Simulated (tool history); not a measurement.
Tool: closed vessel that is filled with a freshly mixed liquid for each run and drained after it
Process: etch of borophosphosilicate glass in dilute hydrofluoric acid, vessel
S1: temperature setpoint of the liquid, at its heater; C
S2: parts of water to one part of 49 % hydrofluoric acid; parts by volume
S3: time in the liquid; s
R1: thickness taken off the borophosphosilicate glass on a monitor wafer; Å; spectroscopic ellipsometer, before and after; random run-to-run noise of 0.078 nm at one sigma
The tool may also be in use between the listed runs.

{"run": 1, "hour": 0.0, "S1": 25, "S2": 255, "S3": 100, "R1": 188.37}
{"run": 2, "hour": 3.6, "S1": 23, "S2": 260, "S3": 100, "R1": 167.4}
{"run": 3, "hour": 12.9, "S1": 23, "S2": 205, "S3": 100, "R1": 227.34}
{"run": 4, "hour": 15.6, "S1": 23, "S2": 205, "S3": 100, "R1": 226.48}
{"run": 5, "hour": 23.1, "S1": 21.5, "S2": 220, "S3": 100, "R1": 198.52}
{"run": 6, "hour": 31.6, "S1": 20.5, "S2": 235, "S3": 100, "R1": 175.46}
{"run": 7, "hour": 39.7, "S1": 19.5, "S2": 245, "S3": 100, "R1": 163.05}

Predict the results of run 8:
{"run": 8, "hour": 48.8, "S1": 19, "S2": 250, "S3": 100, "R1": "?"}

For run 8 the tool returned R1 152.71 Å.
